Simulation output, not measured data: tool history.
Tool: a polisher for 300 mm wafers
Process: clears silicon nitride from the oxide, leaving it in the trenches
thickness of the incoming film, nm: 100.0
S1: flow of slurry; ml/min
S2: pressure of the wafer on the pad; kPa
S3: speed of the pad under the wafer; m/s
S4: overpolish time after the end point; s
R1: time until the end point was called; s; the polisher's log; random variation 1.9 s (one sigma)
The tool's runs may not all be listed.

run,hour,S1,S2,S3,S4,R1
1,0,315,18.6,0.84,30,147.95
2,4.2,315,17.2,0.84,30,160.18
3,7.9,315,16.5,0.84,30,167.53
4,9.9,315,20.7,0.84,30,134.43
5,14.3,315,20.7,1.02,30,118.27
6,19,315,17.9,1.02,30,134.25
7,27.6,315,15.9,1.02,30,154.32

Forecast run 8:
8,34.6,315,11,1.02,30,?

{"run 8": {"R1": 215.29}}
